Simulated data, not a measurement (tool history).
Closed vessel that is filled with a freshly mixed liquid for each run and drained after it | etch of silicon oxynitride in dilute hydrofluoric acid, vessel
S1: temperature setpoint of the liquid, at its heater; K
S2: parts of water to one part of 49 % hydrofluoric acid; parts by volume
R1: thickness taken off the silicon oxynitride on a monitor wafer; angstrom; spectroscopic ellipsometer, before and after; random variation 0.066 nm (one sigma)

run 1 day=0.000 | S1=296.15 S2=200 time_in_the_liquid_(s)=705 | R1=56.577
run 2 day=0.250 | S1=298.65 S2=195 time_in_the_liquid_(s)=705 | R1=65.516
run 3 day=0.425 | S1=301.15 S2=195 time_in_the_liquid_(s)=705 | R1=73.598
run 4 day=0.733 | S1=301.15 S2=195 time_in_the_liquid_(s)=500 | R1=51.496
-- day=0.908 hydrofluoric acid flow meter replaced
run 5 day=0.908 | S1=303.65 S2=195 time_in_the_liquid_(s)=500 | R1=61.463
run 6 day=1.042 | S1=301.65 S2=195 time_in_the_liquid_(s)=500 | R1=56.202
run 7 day=1.088 | S1=302.15 S2=175 time_in_the_liquid_(s)=500 | R1=66.333
run 8 day=1.417 | S1=302.65 S2=165 time_in_the_liquid_(s)=500 | R1=72.172
run 9 day=1.483 | S1=303.15 S2=160 time_in_the_liquid_(s)=500 | R1=76.284

Forecast run 10:
run 10 day=1.550 | S1=303.65 S2=155 time_in_the_liquid_(s)=500 | R1=?

R1: 80.694 angstrom
